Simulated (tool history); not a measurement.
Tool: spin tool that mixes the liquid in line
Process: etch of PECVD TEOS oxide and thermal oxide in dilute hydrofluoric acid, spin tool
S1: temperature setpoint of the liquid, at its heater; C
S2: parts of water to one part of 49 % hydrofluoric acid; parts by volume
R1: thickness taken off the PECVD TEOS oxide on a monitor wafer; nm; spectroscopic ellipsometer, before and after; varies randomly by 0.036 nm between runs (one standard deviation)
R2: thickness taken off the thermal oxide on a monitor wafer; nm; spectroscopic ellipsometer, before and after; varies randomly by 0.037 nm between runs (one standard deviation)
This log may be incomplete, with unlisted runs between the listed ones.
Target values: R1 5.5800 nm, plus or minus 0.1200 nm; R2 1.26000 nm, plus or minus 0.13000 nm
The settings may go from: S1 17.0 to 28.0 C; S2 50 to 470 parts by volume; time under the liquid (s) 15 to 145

Run 1, hour 0.0: S1 20.0 C, S2 260 parts by volume, time under the liquid (s) 75. Result: R1 3.9422 nm, R2 0.91343 nm.
Run 2, hour 5.8: S1 20.0 C, S2 260 parts by volume, time under the liquid (s) 95. Result: R1 4.9478 nm, R2 1.11240 nm.
Run 3, hour 11.3: S1 20.0 C, S2 220 parts by volume, time under the liquid (s) 95. Result: R1 6.0675 nm, R2 1.39200 nm.
Run 4, hour 18.5: S1 20.0 C, S2 220 parts by volume, time under the liquid (s) 65. Result: R1 4.1767 nm, R2 0.90992 nm.
Run 5, hour 21.6: S1 20.0 C, S2 220 parts by volume, time under the liquid (s) 95. Result: R1 6.1306 nm, R2 1.35430 nm.
Run 6, hour 23.4: S1 20.0 C, S2 220 parts by volume, time under the liquid (s) 125. Result: R1 8.0774 nm, R2 1.85830 nm.
Run 7, hour 29.9: S1 19.5 C, S2 235 parts by volume, time under the liquid (s) 125. Result: R1 7.2335 nm, R2 1.75590 nm.
Run 8, hour 38.6: S1 19.5 C, S2 245 parts by volume, time under the liquid (s) 125. Result: R1 6.9439 nm, R2 1.56190 nm.
Run 9, hour 47.1: S1 19.0 C, S2 250 parts by volume, time under the liquid (s) 125. Result: R1 6.5732 nm, R2 1.42550 nm.
Run 10, hour 51.0: S1 19.0 C, S2 255 parts by volume, time under the liquid (s) 125. Result: R1 6.4256 nm, R2 1.45160 nm.

Which one of the following 4 next-run settings gets every result inside its allowed miss? There is exactly one.
Run A, hour 54.9: S1 18.5 C, S2 275 parts by volume, time under the liquid (s) 110. Result: R1 ?, R2 ?.
Run B, hour 54.9: S1 23.0 C, S2 330 parts by volume, time under the liquid (s) 130. Result: R1 ?, R2 ?.
Run C, hour 54.9: S1 26.5 C, S2 350 parts by volume, time under the liquid (s) 130. Result: R1 ?, R2 ?.
Run D, hour 54.9: S1 23.5 C, S2 290 parts by volume, time under the liquid (s) 120. Result: R1 ?, R2 ?.

move      R1       R2
   A  5.0606  1.12570
   B  5.5788  1.24090
   C  5.8049  1.29120
   D  6.1938  1.37770
A: pushes the last run's worst result past its target
B: all results in spec
C: closer than the last run, but not yet in spec
D: closer than the last run, but not yet in spec
Go with B: it meets all targets.
